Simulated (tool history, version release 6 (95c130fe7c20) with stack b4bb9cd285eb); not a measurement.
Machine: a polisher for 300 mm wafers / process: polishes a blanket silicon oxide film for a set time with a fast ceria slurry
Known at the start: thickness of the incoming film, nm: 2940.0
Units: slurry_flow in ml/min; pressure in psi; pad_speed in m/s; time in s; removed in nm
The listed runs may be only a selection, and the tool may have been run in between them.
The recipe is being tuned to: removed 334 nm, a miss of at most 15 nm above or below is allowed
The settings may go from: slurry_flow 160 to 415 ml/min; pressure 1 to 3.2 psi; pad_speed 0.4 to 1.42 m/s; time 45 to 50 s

run  hour  slurry_flow  pressure  pad_speed  time  removed
  1     0          265       2.1        0.9    50   478.61
  2   1.5          265       2.1        0.9    45   435.32
  3   3.1          265       2.5        0.9    45   511.13
  4    11          265       2.3        0.9    45   477.54
  5    19          265       2.3        0.9    45   476.45
  6  21.2          265       2.3        0.9    50   516.78
  7  26.2          265       2.1        0.9    50   482.07
  8  26.9          265       1.9        0.9    50   444.94
  9  32.3          265       1.8        0.9    50   407.82

Consider the 4 candidate settings below. Which is the only one whose results all fall within their allowed miss of target?
  A  37.7          350       1.8       0.64    48        ?
  B  37.7          340       2.1        0.7    49        ?
  C  37.7          350       1.3       0.92    49        ?
  D  37.7          220       1.4       1.08    45        ?

move  removed
   A   311.52
   B   394.21
   C   311.33
   D   337.03
A: carries the result that was furthest off beyond its target, to the other side
B: nearer than the last run, and not there yet
C: carries the result that was furthest off beyond its target, to the other side
D: every result lands within tolerance
D meets every target.
